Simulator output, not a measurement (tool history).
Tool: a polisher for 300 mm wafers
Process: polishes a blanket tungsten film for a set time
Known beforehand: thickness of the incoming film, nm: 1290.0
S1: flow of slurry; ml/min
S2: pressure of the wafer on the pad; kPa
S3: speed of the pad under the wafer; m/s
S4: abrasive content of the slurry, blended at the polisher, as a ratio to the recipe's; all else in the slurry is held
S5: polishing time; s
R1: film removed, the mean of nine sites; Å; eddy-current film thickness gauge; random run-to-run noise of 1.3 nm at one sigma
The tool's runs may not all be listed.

| run | hour | S1 | S2 | S3 | S4 | S5 | R1 |
|---|---|---|---|---|---|---|---|
| 1 | 0 | 290 | 21.4 | 1.1 | 1 | 61 | 2643.7 |
| 2 | 4.8 | 290 | 17.9 | 1.08 | 1 | 61 | 2257.2 |
| 3 | 10.3 | 290 | 17.9 | 1.3 | 1 | 61 | 2565.5 |
| 4 | 18.6 | 290 | 17.9 | 1.3 | 1 | 61 | 2526.5 |
| 5 | 27.3 | 290 | 15.2 | 1.22 | 1 | 61 | 2112.5 |
| 6 | 27.9 | 290 | 12.4 | 1.22 | 1 | 61 | 1738.6 |
| 7 | 31 | 290 | 11.7 | 1.22 | 1 | 61 | 1641.1 |

Expected results for the next run?
| 8 | 32.7 | 290 | 11 | 1.22 | 1 | 61 | ? |

Run 8 gave R1 1536.1 Å.
